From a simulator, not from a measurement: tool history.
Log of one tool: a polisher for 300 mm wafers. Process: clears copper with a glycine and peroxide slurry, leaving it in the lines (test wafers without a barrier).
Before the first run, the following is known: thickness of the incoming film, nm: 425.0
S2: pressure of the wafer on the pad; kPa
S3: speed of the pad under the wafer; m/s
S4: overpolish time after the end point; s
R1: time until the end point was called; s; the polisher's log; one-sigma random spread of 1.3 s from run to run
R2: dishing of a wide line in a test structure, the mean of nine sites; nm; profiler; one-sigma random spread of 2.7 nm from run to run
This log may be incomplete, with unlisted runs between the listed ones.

Run 1, hour 0: flow of slurry (ml/min) 135, S2 12.4 kPa, S3 1.08 m/s, S4 25 s. Result: R1 106.72 s, R2 69.648 nm.
Run 2, hour 7.7: flow of slurry (ml/min) 135, S2 10.3 kPa, S3 1.08 m/s, S4 25 s. Result: R1 118.02 s, R2 62.313 nm.
Run 3, hour 10.6: flow of slurry (ml/min) 135, S2 11 kPa, S3 1.1 m/s, S4 26 s. Result: R1 114.64 s, R2 67.826 nm.
Run 4, hour 15.8: flow of slurry (ml/min) 135, S2 11 kPa, S3 1.1 m/s, S4 30 s. Result: R1 114.92 s, R2 76.373 nm.
Run 5, hour 18.4: flow of slurry (ml/min) 135, S2 11.7 kPa, S3 1.12 m/s, S4 30 s. Result: R1 108.89 s, R2 78.188 nm.
Run 6, hour 26.6: flow of slurry (ml/min) 120, S2 11.7 kPa, S3 1.12 m/s, S4 30 s. Result: R1 110.51 s, R2 77.649 nm.
Run 7, hour 28.3: flow of slurry (ml/min) 120, S2 12.4 kPa, S3 1.14 m/s, S4 30 s. Result: R1 102.36 s, R2 79.177 nm.

Estimate the outcome of run 8 from the log above:
Run 8, hour 35.2: flow of slurry (ml/min) 125, S2 15.9 kPa, S3 1.2 m/s, S4 37 s. Result: R1 ?, R2 ?.

{"run 8": {"R1": 83.659, "R2": 110.65}}
